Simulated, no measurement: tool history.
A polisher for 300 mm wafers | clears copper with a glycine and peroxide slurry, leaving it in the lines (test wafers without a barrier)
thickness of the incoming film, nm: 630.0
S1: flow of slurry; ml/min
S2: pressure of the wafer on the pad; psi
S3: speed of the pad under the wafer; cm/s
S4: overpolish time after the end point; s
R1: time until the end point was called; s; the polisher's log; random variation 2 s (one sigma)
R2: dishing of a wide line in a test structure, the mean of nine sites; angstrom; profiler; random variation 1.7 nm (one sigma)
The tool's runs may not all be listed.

run	hour	S1	S2	S3	S4	R1	R2
1	0	195	2.8	120	27	131.46	925.77
2	7.4	190	2.5	118	31	137.57	931.14
3	9.6	190	2.5	134	31	127.77	999.84
4	18.2	190	2.5	112	31	144.43	920.05
5	26.3	190	2.2	108	36	161.12	968.78
6	31.2	190	2.1	106	38	164.07	966.21
7	35	190	2	104	40	171.45	959.7
8	42.7	190	2	104	40	170.07	960.16

Run 9 comes next. What will it give?
9	51.2	190	1.9	102	42	?	?

Run 9 gave R1 175.36 s, R2 955.99 angstrom.

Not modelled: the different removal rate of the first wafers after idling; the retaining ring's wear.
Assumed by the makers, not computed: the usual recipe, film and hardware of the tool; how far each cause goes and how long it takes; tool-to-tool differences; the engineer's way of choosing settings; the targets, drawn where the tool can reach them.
